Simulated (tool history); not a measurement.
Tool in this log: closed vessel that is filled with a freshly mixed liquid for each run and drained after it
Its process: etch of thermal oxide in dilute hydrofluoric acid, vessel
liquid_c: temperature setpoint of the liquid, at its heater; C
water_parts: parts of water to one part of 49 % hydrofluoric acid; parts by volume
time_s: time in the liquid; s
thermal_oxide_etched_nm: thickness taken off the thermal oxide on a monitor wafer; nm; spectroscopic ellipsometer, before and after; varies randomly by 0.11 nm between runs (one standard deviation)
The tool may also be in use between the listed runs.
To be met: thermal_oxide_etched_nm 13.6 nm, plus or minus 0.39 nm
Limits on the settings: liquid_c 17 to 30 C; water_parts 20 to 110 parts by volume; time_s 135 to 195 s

run 1 hour=0 | liquid_c=22 water_parts=60 time_s=195 | thermal_oxide_etched_nm=16.573
run 2 hour=7.9 | liquid_c=22 water_parts=55 time_s=195 | thermal_oxide_etched_nm=18.25
run 3 hour=13.7 | liquid_c=19 water_parts=55 time_s=195 | thermal_oxide_etched_nm=15.84
run 4 hour=22.4 | liquid_c=18 water_parts=55 time_s=195 | thermal_oxide_etched_nm=15.236
run 5 hour=31.3 | liquid_c=18 water_parts=40 time_s=195 | thermal_oxide_etched_nm=21.73
run 6 hour=33.1 | liquid_c=18 water_parts=40 time_s=195 | thermal_oxide_etched_nm=21.567
run 7 hour=37.1 | liquid_c=17.5 water_parts=50 time_s=195 | thermal_oxide_etched_nm=16.657
run 8 hour=44.1 | liquid_c=17 water_parts=55 time_s=195 | thermal_oxide_etched_nm=14.664

Which one of the following 4 next-run settings gets every result inside its allowed miss? There is exactly one.
run A hour=51.1 | liquid_c=17 water_parts=50 time_s=190 | thermal_oxide_etched_nm=?
run B hour=51.1 | liquid_c=17 water_parts=55 time_s=180 | thermal_oxide_etched_nm=?
run C hour=51.1 | liquid_c=17 water_parts=45 time_s=140 | thermal_oxide_etched_nm=?
run D hour=51.1 | liquid_c=18.5 water_parts=50 time_s=175 | thermal_oxide_etched_nm=?

move=A thermal_oxide_etched_nm=15.85
move=B thermal_oxide_etched_nm=13.575
move=C thermal_oxide_etched_nm=13.05
move=D thermal_oxide_etched_nm=15.577
A: lands further from the targets than the last run did
B: hits every target within its allowed miss
C: takes the biggest miss from the last run beyond its target
D: lands further from the targets than the last run did
The move that meets every target is B.

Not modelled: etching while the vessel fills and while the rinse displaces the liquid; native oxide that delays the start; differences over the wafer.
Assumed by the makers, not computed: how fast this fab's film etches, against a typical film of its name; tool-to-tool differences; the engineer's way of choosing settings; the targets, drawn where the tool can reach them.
